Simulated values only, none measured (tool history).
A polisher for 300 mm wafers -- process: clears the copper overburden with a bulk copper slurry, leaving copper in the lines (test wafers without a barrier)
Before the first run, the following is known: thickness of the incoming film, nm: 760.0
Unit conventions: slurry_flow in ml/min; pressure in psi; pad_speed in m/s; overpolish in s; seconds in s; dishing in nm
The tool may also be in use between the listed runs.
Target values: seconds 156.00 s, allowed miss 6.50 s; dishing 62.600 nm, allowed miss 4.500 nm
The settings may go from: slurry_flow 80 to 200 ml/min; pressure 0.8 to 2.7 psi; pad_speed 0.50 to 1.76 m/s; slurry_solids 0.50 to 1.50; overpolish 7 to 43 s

run	hour	slurry_flow	pressure	pad_speed	slurry_solids	overpolish	seconds	dishing
1	0.0	130	1.7	1.12	1.00	22	119.17	85.491
2	5.3	130	1.7	0.84	1.00	22	156.35	68.734
3	11.3	115	1.7	0.84	1.00	22	162.83	69.789
4	18.9	115	1.7	0.84	1.00	26	161.12	76.512
5	24.7	115	1.7	0.84	0.90	26	163.19	77.529
6	33.7	120	1.7	0.84	0.90	24	163.34	71.634
7	38.1	125	1.7	0.84	0.90	23	165.50	71.053
8	46.6	125	1.7	0.84	0.90	22	164.40	66.218
9	48.1	130	1.7	0.84	0.90	22	162.73	68.485

Next run, 5 choices. One meets every target within its allowed miss, the rest don't. Which?
A	49.6	135	2.0	0.70	0.95	20	?	?
B	49.6	130	1.7	0.96	0.85	23	?	?
C	49.6	140	1.8	0.76	0.90	27	?	?
D	49.6	140	2.1	0.84	0.85	16	?	?
E	49.6	125	1.5	0.96	0.95	19	?	?

move	seconds	dishing
A	166.96	63.328
B	145.10	76.035
C	169.05	76.938
D	138.45	61.885
E	155.34	62.621
A: gets the furthest-off result to its target, but another result is out of tolerance
B: further off than the last run
C: further off than the last run
D: gets the furthest-off result to its target, but another result is out of tolerance
E: each result inside its tolerance
Go with E: it meets all targets.
